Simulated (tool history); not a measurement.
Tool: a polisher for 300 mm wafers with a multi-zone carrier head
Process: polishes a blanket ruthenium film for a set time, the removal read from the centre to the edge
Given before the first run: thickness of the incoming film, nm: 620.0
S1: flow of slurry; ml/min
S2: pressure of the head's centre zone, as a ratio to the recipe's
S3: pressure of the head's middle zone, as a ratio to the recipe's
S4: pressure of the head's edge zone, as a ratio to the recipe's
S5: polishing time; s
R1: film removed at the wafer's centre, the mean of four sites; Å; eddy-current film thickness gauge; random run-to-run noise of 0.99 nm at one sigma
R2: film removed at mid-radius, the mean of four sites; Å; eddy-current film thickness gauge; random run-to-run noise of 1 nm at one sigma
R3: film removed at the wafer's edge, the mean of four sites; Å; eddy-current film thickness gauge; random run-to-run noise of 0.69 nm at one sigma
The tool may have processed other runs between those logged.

run,day,S1,S2,S3,S4,S5,R1,R2,R3
1,0,230,1,1,1,45,547.71,590.29,565.95
2,0.138,240,1.04,1,1.04,47,597.32,615,614.99
3,0.183,250,1.08,1.02,1.06,48,618.16,643.63,633.18
4,0.217,255,1.11,1.01,1.06,49,656,654.52,653.67
5,0.579,255,1.11,0.93,1.06,49,649.57,615.13,646.19
6,0.771,255,1.02,0.93,1.06,49,629.26,598.91,645.31
7,0.846,270,1.06,0.95,1.05,50,655.75,643.02,669.4

Expected results for the next run?
8,0.988,280,1.1,0.95,1.04,50,?,?,?

{"run 8": {"R1": 671.58, "R2": 637.1, "R3": 664.82}}

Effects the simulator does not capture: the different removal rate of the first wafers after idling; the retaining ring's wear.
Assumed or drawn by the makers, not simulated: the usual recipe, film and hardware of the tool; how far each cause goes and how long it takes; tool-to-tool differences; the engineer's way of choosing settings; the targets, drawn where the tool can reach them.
